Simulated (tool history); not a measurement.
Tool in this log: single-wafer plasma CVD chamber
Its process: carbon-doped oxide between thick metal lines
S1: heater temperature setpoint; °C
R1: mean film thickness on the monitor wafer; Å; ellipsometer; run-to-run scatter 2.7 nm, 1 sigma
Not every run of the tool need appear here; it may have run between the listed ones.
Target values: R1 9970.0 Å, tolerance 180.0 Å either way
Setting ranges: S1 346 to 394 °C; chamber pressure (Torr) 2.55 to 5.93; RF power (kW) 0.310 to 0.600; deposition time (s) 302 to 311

run 1 hour=0.0 | S1=370 chamber_pressure_(Torr)=4.24 RF_power_(kW)=0.455 deposition_time_(s)=302 | R1=13050.0
run 2 hour=3.5 | S1=370 chamber_pressure_(Torr)=3.67 RF_power_(kW)=0.455 deposition_time_(s)=302 | R1=12733.0
run 3 hour=10.0 | S1=370 chamber_pressure_(Torr)=3.67 RF_power_(kW)=0.455 deposition_time_(s)=311 | R1=13073.0
run 4 hour=13.3 | S1=371 chamber_pressure_(Torr)=3.47 RF_power_(kW)=0.430 deposition_time_(s)=310 | R1=12366.0
run 5 hour=22.0 | S1=372 chamber_pressure_(Torr)=3.30 RF_power_(kW)=0.415 deposition_time_(s)=310 | R1=11890.0
run 6 hour=22.7 | S1=363 chamber_pressure_(Torr)=3.30 RF_power_(kW)=0.415 deposition_time_(s)=310 | R1=12192.0
run 7 hour=23.9 | S1=365 chamber_pressure_(Torr)=3.16 RF_power_(kW)=0.400 deposition_time_(s)=310 | R1=11735.0
run 8 hour=26.3 | S1=367 chamber_pressure_(Torr)=3.05 RF_power_(kW)=0.390 deposition_time_(s)=310 | R1=11403.0
run 9 hour=29.3 | S1=369 chamber_pressure_(Torr)=2.96 RF_power_(kW)=0.380 deposition_time_(s)=310 | R1=11106.0
run 10 hour=34.2 | S1=371 chamber_pressure_(Torr)=2.88 RF_power_(kW)=0.375 deposition_time_(s)=310 | R1=10823.0
run 11 hour=34.9 | S1=373 chamber_pressure_(Torr)=2.82 RF_power_(kW)=0.375 deposition_time_(s)=310 | R1=10826.0
run 12 hour=43.3 | S1=374 chamber_pressure_(Torr)=2.58 RF_power_(kW)=0.320 deposition_time_(s)=308 | R1=9397.9
run 13 hour=49.6 | S1=372 chamber_pressure_(Torr)=2.67 RF_power_(kW)=0.320 deposition_time_(s)=308 | R1=9467.7
run 14 hour=57.1 | S1=371 chamber_pressure_(Torr)=2.76 RF_power_(kW)=0.320 deposition_time_(s)=308 | R1=9525.2

4 next moves are on the table. One of them brings every result within its allowed miss. Which?
run A hour=64.6 | S1=369 chamber_pressure_(Torr)=2.55 RF_power_(kW)=0.330 deposition_time_(s)=308 | R1=?
run B hour=64.6 | S1=364 chamber_pressure_(Torr)=2.84 RF_power_(kW)=0.310 deposition_time_(s)=306 | R1=?
run C hour=64.6 | S1=365 chamber_pressure_(Torr)=3.19 RF_power_(kW)=0.330 deposition_time_(s)=307 | R1=?
run D hour=64.6 | S1=372 chamber_pressure_(Torr)=2.58 RF_power_(kW)=0.310 deposition_time_(s)=304 | R1=?

move=A R1=9698.7
move=B R1=9370.9
move=C R1=9988.7
move=D R1=9049.7
A: closer than the last run, but not yet in spec
B: its largest miss is bigger than the last run's
C: in spec on every target
D: its largest miss is bigger than the last run's
Correct choice: C, which meets every target

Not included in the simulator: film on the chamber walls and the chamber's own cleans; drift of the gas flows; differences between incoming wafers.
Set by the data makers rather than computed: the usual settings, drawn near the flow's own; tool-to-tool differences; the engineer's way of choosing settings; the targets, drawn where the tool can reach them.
